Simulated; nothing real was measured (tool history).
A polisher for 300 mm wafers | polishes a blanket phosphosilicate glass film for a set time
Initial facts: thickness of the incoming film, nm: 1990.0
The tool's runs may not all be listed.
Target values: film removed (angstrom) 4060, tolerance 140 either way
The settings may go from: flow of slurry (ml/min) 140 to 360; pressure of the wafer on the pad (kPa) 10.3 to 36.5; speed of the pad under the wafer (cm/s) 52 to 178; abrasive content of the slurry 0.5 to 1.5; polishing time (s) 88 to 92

run	hour	flow of slurry (ml/min)	pressure of the wafer on the pad (kPa)	speed of the pad under the wafer (cm/s)	abrasive content of the slurry	polishing time (s)	film removed (angstrom)
1	0	230	23.4	114	1	88	8005.5
2	6.8	270	23.4	114	1	88	8267.2
3	15.6	270	23.4	104	1	88	7748.7
4	23.2	270	23.4	122	1	88	8615.1
5	30.4	265	21.4	118	1	88	7681.6
6	35.6	260	19.3	114	1	88	6859.2
7	40.8	255	17.9	110	1	88	6034
8	43.4	250	16.5	110	1	88	5620.5
9	50.5	245	15.9	110	1	88	5504.6
10	51.9	240	15.2	110	1	88	5127.4
11	53.1	230	14.5	110	1	88	4991.5
12	56.2	225	13.8	110	1	88	4693.4
13	62	215	13.8	110	1	88	4622.1
14	68.8	215	13.8	110	1	88	4702
15	73.9	210	13.8	110	1	88	4687.5
16	75.7	205	13.1	110	1	88	4439.7
17	76.7	200	13.1	110	1	88	4453.2
18	78.2	195	13.1	110	1	88	4478.7
19	80	195	10.3	110	1	88	3567.6
20	84.3	205	10.3	110	1	88	3546.7

Pick the move, out of 5, that brings all results within their allowed miss; only one does.
A	88.6	140	13.1	108	1.1	88	?
B	88.6	240	13.1	94	0.85	92	?
C	88.6	275	15.2	72	1.1	92	?
D	88.6	155	12.4	110	1	92	?
E	88.6	295	13.1	122	0.75	91	?

move	film removed (angstrom)
A	4486
B	3726.2
C	4310.2
D	4298.8
E	4039.5
A: carries the result that was furthest off beyond its target, to the other side
B: nearer than the last run, and not there yet
C: carries the result that was furthest off beyond its target, to the other side
D: carries the result that was furthest off beyond its target, to the other side
E: all results in spec
So the answer is move E, the one that meets all the targets.

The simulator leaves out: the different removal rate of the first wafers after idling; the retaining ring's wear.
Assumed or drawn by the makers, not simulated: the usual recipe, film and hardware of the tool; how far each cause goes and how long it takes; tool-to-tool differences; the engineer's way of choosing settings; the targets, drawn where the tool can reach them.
